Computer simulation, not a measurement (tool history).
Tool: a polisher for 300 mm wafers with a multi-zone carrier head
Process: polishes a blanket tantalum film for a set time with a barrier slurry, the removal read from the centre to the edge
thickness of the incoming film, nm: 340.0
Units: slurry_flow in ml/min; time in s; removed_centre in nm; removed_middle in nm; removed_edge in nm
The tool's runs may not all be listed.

run 1 day=0.000 | slurry_flow=180 centre_zone=1.00 middle_zone=1.00 edge_zone=1.00 slurry_solids=1.00 time=41 | removed_centre=52.428 removed_middle=52.218 removed_edge=51.726
run 2 day=0.054 | slurry_flow=180 centre_zone=0.99 middle_zone=1.02 edge_zone=0.95 slurry_solids=0.85 time=40 | removed_centre=46.981 removed_middle=47.085 removed_edge=45.298
run 3 day=0.275 | slurry_flow=170 centre_zone=0.98 middle_zone=1.05 edge_zone=0.91 slurry_solids=0.85 time=40 | removed_centre=45.397 removed_middle=48.060 removed_edge=44.573
run 4 day=0.442 | slurry_flow=170 centre_zone=0.98 middle_zone=1.09 edge_zone=0.91 slurry_solids=0.85 time=40 | removed_centre=45.451 removed_middle=49.034 removed_edge=44.466
run 5 day=0.658 | slurry_flow=170 centre_zone=0.98 middle_zone=1.09 edge_zone=0.96 slurry_solids=0.85 time=40 | removed_centre=45.418 removed_middle=48.975 removed_edge=46.619
run 6 day=0.917 | slurry_flow=170 centre_zone=0.98 middle_zone=1.04 edge_zone=0.96 slurry_solids=0.85 time=40 | removed_centre=45.613 removed_middle=47.817 removed_edge=45.372
run 7 day=0.971 | slurry_flow=155 centre_zone=0.98 middle_zone=1.05 edge_zone=0.91 slurry_solids=0.80 time=40 | removed_centre=43.175 removed_middle=45.295 removed_edge=41.771

Forecast run 8:
run 8 day=1.296 | slurry_flow=150 centre_zone=0.98 middle_zone=1.06 edge_zone=0.88 slurry_solids=0.80 time=40 | removed_centre=? removed_middle=? removed_edge=?

removed_centre: 42.087 nm
removed_middle: 45.805 nm
removed_edge: 41.536 nm

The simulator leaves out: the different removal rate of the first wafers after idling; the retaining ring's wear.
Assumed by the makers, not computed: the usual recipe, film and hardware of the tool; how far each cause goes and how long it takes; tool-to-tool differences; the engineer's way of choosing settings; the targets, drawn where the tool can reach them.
